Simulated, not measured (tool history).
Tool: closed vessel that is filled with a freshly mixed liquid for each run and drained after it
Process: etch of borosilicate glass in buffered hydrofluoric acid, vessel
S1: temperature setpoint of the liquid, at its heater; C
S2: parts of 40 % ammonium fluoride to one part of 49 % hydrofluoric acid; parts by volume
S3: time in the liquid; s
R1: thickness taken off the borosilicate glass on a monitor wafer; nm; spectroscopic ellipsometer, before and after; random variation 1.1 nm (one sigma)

Run 1, hour 0: S1 22 C, S2 19.5 parts by volume, S3 105 s. Result: R1 64.155 nm.
Run 2, hour 5.5: S1 24 C, S2 18 parts by volume, S3 105 s. Result: R1 76.06 nm.
Run 3, hour 8.7: S1 26 C, S2 18 parts by volume, S3 105 s. Result: R1 86.221 nm.
Run 4, hour 13.8: S1 24 C, S2 18 parts by volume, S3 105 s. Result: R1 77.587 nm.
Run 5, hour 21.7: S1 25.5 C, S2 17 parts by volume, S3 105 s. Result: R1 88.433 nm.
Run 6, hour 29.2: S1 22 C, S2 17 parts by volume, S3 105 s. Result: R1 73.787 nm.
Run 7, hour 33.9: S1 24 C, S2 16 parts by volume, S3 105 s. Result: R1 86.561 nm.
Run 8, hour 38.7: S1 25.5 C, S2 15.5 parts by volume, S3 105 s. Result: R1 96.108 nm.
Run 9, hour 43.8: S1 26.5 C, S2 15 parts by volume, S3 105 s. Result: R1 106 nm.

The next listed run, before its measurement:
Run 10, hour 52.1: S1 26.5 C, S2 15 parts by volume, S3 105 s. Result: R1 ?.

R1: 103.21 nm

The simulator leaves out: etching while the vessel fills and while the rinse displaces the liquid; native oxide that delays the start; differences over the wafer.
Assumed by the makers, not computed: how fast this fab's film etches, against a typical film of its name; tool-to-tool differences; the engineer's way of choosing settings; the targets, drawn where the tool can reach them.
